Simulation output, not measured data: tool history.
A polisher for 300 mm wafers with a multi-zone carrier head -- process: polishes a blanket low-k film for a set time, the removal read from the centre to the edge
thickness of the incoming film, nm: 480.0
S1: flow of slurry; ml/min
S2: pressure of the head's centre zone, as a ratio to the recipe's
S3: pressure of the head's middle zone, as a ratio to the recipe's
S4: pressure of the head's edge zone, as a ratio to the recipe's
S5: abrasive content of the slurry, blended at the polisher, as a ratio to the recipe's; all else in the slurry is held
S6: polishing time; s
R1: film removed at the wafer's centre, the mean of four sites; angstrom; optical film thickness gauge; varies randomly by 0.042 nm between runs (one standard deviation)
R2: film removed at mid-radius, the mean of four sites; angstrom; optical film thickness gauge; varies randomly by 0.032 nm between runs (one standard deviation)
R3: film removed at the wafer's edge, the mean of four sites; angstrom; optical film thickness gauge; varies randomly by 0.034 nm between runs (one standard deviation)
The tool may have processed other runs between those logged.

Run 1, hour 0: S1 245 ml/min, S2 1, S3 1, S4 1, S5 1, S6 30 s. Result: R1 55.175 angstrom, R2 58.267 angstrom, R3 55.289 angstrom.
Run 2, hour 3.3: S1 245 ml/min, S2 1, S3 1, S4 1, S5 1, S6 25 s. Result: R1 47.417 angstrom, R2 47.686 angstrom, R3 46.14 angstrom.
Run 3, hour 4.8: S1 240 ml/min, S2 0.96, S3 1.02, S4 0.96, S5 0.95, S6 25 s. Result: R1 44.343 angstrom, R2 46.775 angstrom, R3 43.883 angstrom.
Run 4, hour 8.9: S1 240 ml/min, S2 0.96, S3 1.02, S4 0.96, S5 1.15, S6 25 s. Result: R1 48.203 angstrom, R2 52.05 angstrom, R3 47.464 angstrom.
Run 5, hour 17.5: S1 240 ml/min, S2 0.96, S3 1.02, S4 0.96, S5 1.3, S6 25 s. Result: R1 51.215 angstrom, R2 55.734 angstrom, R3 51.067 angstrom.
Run 6, hour 26.1: S1 240 ml/min, S2 0.96, S3 0.96, S4 0.96, S5 1.3, S6 25 s. Result: R1 50.2 angstrom, R2 52.841 angstrom, R3 50.941 angstrom.
Run 7, hour 28: S1 230 ml/min, S2 0.92, S3 1, S4 0.94, S5 1.2, S6 25 s. Result: R1 47.69 angstrom, R2 51.315 angstrom, R3 48.847 angstrom.
Run 8, hour 36.2: S1 265 ml/min, S2 0.89, S3 1.05, S4 0.94, S5 1.05, S6 24 s. Result: R1 41.492 angstrom, R2 49.611 angstrom, R3 43.775 angstrom.
Run 9, hour 44.1: S1 270 ml/min, S2 0.87, S3 1.06, S4 0.92, S5 1, S6 24 s. Result: R1 40.305 angstrom, R2 48.524 angstrom, R3 42.353 angstrom.

Run 10 is up next; what results do you expect?
Run 10, hour 49.3: S1 270 ml/min, S2 0.86, S3 1.08, S4 0.91, S5 0.95, S6 24 s. Result: R1 ?, R2 ?, R3 ?.

R1: 38.009 angstrom
R2: 48.323 angstrom
R3: 40.721 angstrom
